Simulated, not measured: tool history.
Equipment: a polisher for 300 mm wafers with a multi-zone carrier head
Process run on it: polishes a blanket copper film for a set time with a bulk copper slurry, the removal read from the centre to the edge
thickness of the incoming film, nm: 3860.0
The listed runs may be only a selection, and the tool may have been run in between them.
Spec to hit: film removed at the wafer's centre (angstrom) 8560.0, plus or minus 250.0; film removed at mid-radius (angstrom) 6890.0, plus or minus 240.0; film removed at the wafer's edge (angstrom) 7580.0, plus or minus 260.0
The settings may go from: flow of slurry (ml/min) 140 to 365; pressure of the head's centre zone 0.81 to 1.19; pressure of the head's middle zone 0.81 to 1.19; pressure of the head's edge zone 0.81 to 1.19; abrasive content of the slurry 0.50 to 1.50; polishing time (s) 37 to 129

run	hour	flow of slurry (ml/min)	pressure of the head's centre zone	pressure of the head's middle zone	pressure of the head's edge zone	abrasive content of the slurry	polishing time (s)	film removed at the wafer's centre (angstrom)	film removed at mid-radius (angstrom)	film removed at the wafer's edge (angstrom)
1	0.0	235	1.00	1.00	1.00	1.00	83	6537.8	6431.0	7036.1
2	8.8	235	1.00	1.00	0.96	1.00	83	6585.6	6437.5	6628.8
3	11.8	235	1.00	1.00	0.96	1.10	83	6747.4	6639.7	6937.1
4	19.7	250	1.05	1.00	0.97	1.10	83	7151.3	6659.6	7008.2
5	28.5	250	1.05	1.00	1.04	1.10	83	7174.9	6726.3	7216.5
6	31.9	250	1.05	1.00	1.04	1.20	83	7303.9	6817.0	7413.2
7	34.9	265	1.09	0.99	1.04	1.20	83	7582.4	6839.0	7563.2
8	41.3	270	1.12	0.98	1.01	1.25	83	8025.9	6835.8	7426.4
9	45.0	280	1.13	0.98	1.01	1.25	83	8085.2	6937.6	7547.0
10	47.8	285	1.15	0.97	1.01	1.25	83	8372.0	6956.2	7678.3

Of the 5 settings listed for the next run, only one would bring every result within its allowed miss of target. Which one?
A	50.6	340	1.09	0.92	1.02	1.35	82	?	?	?
B	50.6	230	1.13	1.02	0.99	1.50	81	?	?	?
C	50.6	255	1.15	1.03	1.03	1.20	87	?	?	?
D	50.6	200	1.11	0.95	0.98	1.45	85	?	?	?
E	50.6	345	1.19	0.99	1.05	1.45	78	?	?	?

move	film removed at the wafer's centre (angstrom)	film removed at mid-radius (angstrom)	film removed at the wafer's edge (angstrom)
A	8030.7	6814.1	7780.9
B	8066.0	7167.7	7524.9
C	8428.1	7400.7	7840.5
D	8042.0	6912.7	7670.2
E	8522.9	6990.3	7658.1
A: its largest miss is bigger than the last run's
B: its largest miss is bigger than the last run's
C: puts the biggest miss on target and leaves a different result outside tolerance
D: its largest miss is bigger than the last run's
E: all results in spec
E is the move that brings every result within its allowed miss.
